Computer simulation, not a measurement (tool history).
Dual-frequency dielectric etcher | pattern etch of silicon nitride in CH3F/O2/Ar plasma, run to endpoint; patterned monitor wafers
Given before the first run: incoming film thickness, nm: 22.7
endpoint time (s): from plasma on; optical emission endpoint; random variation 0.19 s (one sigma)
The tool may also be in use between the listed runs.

run 1 hour=0 | source_power_(W)=420 bias_power_(W)=90 | endpoint_time_(s)=28.367
run 2 hour=1.7 | source_power_(W)=490 bias_power_(W)=90 | endpoint_time_(s)=26.698
run 3 hour=9.5 | source_power_(W)=490 bias_power_(W)=78 | endpoint_time_(s)=28.175
run 4 hour=16.9 | source_power_(W)=540 bias_power_(W)=78 | endpoint_time_(s)=27.208
run 5 hour=21.8 | source_power_(W)=580 bias_power_(W)=78 | endpoint_time_(s)=26.454
run 6 hour=29.3 | source_power_(W)=550 bias_power_(W)=78 | endpoint_time_(s)=27.377
run 7 hour=30.6 | source_power_(W)=550 bias_power_(W)=78 | endpoint_time_(s)=27.298
run 8 hour=33.7 | source_power_(W)=560 bias_power_(W)=82 | endpoint_time_(s)=26.411

Run 9 is up next; what results do you expect?
run 9 hour=36.5 | source_power_(W)=560 bias_power_(W)=82 | endpoint_time_(s)=?

endpoint time (s): 26.235
